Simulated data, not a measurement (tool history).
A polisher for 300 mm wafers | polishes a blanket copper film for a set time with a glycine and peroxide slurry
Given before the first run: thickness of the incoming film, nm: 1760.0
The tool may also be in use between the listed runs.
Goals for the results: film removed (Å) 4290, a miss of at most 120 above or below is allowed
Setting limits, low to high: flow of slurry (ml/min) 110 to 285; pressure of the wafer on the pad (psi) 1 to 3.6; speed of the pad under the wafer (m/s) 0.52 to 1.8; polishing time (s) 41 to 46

run,hour,flow of slurry (ml/min),pressure of the wafer on the pad (psi),speed of the pad under the wafer (m/s),polishing time (s),film removed (Å)
1,0,180,2.3,1.16,46,2702.7
2,3.5,185,2.5,1.16,46,2899
3,8.2,185,2.5,1.16,46,2909.6
4,15.8,190,2.7,1.16,46,3192.2
5,17.9,200,2.8,1.16,46,3253.4
6,23.8,200,2.8,1.16,46,3271.5
7,32.8,200,2.9,1.16,46,3364.6
8,36.4,200,3,1.16,46,3442.5
9,39.1,205,3.1,1.16,46,3565.7
10,42.8,210,3.2,1.16,46,3646.4
11,46.2,210,3.2,1.16,46,3682.9
12,52.8,235,3.6,1.16,46,4081.9

Below are 4 possible settings for the next run. Only one of them brings all results inside the allowed miss of their targets. Which is it?
A,59.4,240,3.6,1.2,46,?
B,59.4,210,3.6,1.18,45,?
C,59.4,240,3.6,1.42,43,?
D,59.4,215,3.6,1.18,45,?

move,film removed (Å)
A,4257.8
B,4039.5
C,4621.8
D,4051.4
A: in spec on every target
B: the biggest miss grows against the last run
C: the result that was furthest off in the last run now lies on the other side of its target
D: the biggest miss grows against the last run
Go with A: it meets all targets.
